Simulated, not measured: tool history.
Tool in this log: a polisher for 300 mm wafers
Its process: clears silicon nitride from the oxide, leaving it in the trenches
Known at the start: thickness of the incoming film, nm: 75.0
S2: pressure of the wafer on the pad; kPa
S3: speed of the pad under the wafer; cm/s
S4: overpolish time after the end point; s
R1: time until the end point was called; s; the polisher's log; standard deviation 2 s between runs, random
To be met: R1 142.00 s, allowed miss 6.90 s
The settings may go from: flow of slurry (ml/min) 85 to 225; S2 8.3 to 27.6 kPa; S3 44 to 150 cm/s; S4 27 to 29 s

{"run": 1, "hour": 0.0, "flow of slurry (ml/min)": 145, "S2": 17.9, "S3": 96, "S4": 27, "R1": 100.52}
{"run": 2, "hour": 0.6, "flow of slurry (ml/min)": 145, "S2": 17.9, "S3": 96, "S4": 27, "R1": 100.5}
{"run": 3, "hour": 9.2, "flow of slurry (ml/min)": 145, "S2": 17.2, "S3": 96, "S4": 27, "R1": 104.86}
{"run": 4, "hour": 12.0, "flow of slurry (ml/min)": 145, "S2": 16.5, "S3": 96, "S4": 27, "R1": 108.8}
{"run": 5, "hour": 18.2, "flow of slurry (ml/min)": 145, "S2": 15.9, "S3": 96, "S4": 27, "R1": 116.15}
{"run": 6, "hour": 22.4, "flow of slurry (ml/min)": 145, "S2": 15.9, "S3": 84, "S4": 27, "R1": 125.57}
{"run": 7, "hour": 30.4, "flow of slurry (ml/min)": 145, "S2": 15.9, "S3": 84, "S4": 27, "R1": 128.54}
{"run": 8, "hour": 36.8, "flow of slurry (ml/min)": 140, "S2": 15.2, "S3": 84, "S4": 27, "R1": 129.84}

Which of these 4 next moves meets every target?
{"run": "A", "hour": 43.2, "flow of slurry (ml/min)": 150, "S2": 20.0, "S3": 72, "S4": 29, "R1": "?"}
{"run": "B", "hour": 43.2, "flow of slurry (ml/min)": 155, "S2": 12.4, "S3": 84, "S4": 29, "R1": "?"}
{"run": "C", "hour": 43.2, "flow of slurry (ml/min)": 185, "S2": 13.8, "S3": 82, "S4": 27, "R1": "?"}
{"run": "D", "hour": 43.2, "flow of slurry (ml/min)": 145, "S2": 15.9, "S3": 82, "S4": 29, "R1": "?"}

move=A R1=111.06
move=B R1=156.83
move=C R1=140.10
move=D R1=127.66
A: the biggest miss grows against the last run
B: moves the result that the last run missed by most past its target, out the other side
C: each result inside its tolerance
D: the biggest miss grows against the last run
C is the move that brings every result within its allowed miss.
